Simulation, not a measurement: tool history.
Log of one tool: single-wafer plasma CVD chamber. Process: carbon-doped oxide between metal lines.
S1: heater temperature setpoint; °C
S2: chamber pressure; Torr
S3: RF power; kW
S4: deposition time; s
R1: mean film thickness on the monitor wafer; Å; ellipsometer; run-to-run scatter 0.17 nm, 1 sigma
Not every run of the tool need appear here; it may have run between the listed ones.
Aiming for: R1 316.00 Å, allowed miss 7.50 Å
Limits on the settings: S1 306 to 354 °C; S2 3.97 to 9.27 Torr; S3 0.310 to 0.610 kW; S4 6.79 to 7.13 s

{"run": 1, "hour": 0.0, "S1": 330, "S2": 6.62, "S3": 0.46, "S4": 7.13, "R1": 365.13}
{"run": 2, "hour": 8.1, "S1": 330, "S2": 6.62, "S3": 0.46, "S4": 7.13, "R1": 365.44}
{"run": 3, "hour": 13.5, "S1": 336, "S2": 6.62, "S3": 0.46, "S4": 7.13, "R1": 355.91}
{"run": 4, "hour": 15.3, "S1": 338, "S2": 6.53, "S3": 0.45, "S4": 7.12, "R1": 348.62}
{"run": 5, "hour": 24.0, "S1": 331, "S2": 6.53, "S3": 0.45, "S4": 7.12, "R1": 358.7}
{"run": 6, "hour": 26.8, "S1": 334, "S2": 6.45, "S3": 0.44, "S4": 7.1, "R1": 346.92}
{"run": 7, "hour": 31.2, "S1": 336, "S2": 6.35, "S3": 0.435, "S4": 7.09, "R1": 338.86}
{"run": 8, "hour": 38.9, "S1": 338, "S2": 6.22, "S3": 0.43, "S4": 7.09, "R1": 337.01}
{"run": 9, "hour": 47.0, "S1": 340, "S2": 6.19, "S3": 0.425, "S4": 7.08, "R1": 331.24}
{"run": 10, "hour": 51.9, "S1": 341, "S2": 6.15, "S3": 0.42, "S4": 7.08, "R1": 324.12}
{"run": 11, "hour": 53.5, "S1": 342, "S2": 6.12, "S3": 0.42, "S4": 7.08, "R1": 324.6}
{"run": 12, "hour": 60.1, "S1": 343, "S2": 6.09, "S3": 0.42, "S4": 7.08, "R1": 321.16}

Which one of the following 4 next-run settings gets every result inside its allowed miss? There is exactly one.
{"run": "A", "hour": 66.7, "S1": 333, "S2": 6.29, "S3": 0.41, "S4": 6.79, "R1": "?"}
{"run": "B", "hour": 66.7, "S1": 346, "S2": 5.74, "S3": 0.45, "S4": 7.13, "R1": "?"}
{"run": "C", "hour": 66.7, "S1": 337, "S2": 5.55, "S3": 0.435, "S4": 7.13, "R1": "?"}
{"run": "D", "hour": 66.7, "S1": 341, "S2": 6.02, "S3": 0.445, "S4": 7.07, "R1": "?"}

move=A R1=317.27
move=B R1=332.42
move=C R1=334.67
move=D R1=334.92
A: every result lands within tolerance
B: moves away from the targets compared with the last run
C: moves away from the targets compared with the last run
D: moves away from the targets compared with the last run
The move that meets every target is A.
